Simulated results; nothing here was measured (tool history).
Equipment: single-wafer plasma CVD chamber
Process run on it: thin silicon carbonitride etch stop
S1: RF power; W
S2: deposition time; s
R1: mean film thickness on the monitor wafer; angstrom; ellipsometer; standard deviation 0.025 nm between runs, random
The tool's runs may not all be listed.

run  hour   S1    S2      R1
  1     0  170  8.48   47.86
  2   8.3  175  8.58  49.039
  3    11  180  8.64  50.185
  4  11.9  185  8.67  50.324
  5  17.3  175  8.67  49.138
  6  22.2  155  8.67   47.95
  7  29.4  160  8.77  48.392

Forecast run 8:
  8  30.2  165  8.85   ?

Run 8 yielded R1 49.337 angstrom.

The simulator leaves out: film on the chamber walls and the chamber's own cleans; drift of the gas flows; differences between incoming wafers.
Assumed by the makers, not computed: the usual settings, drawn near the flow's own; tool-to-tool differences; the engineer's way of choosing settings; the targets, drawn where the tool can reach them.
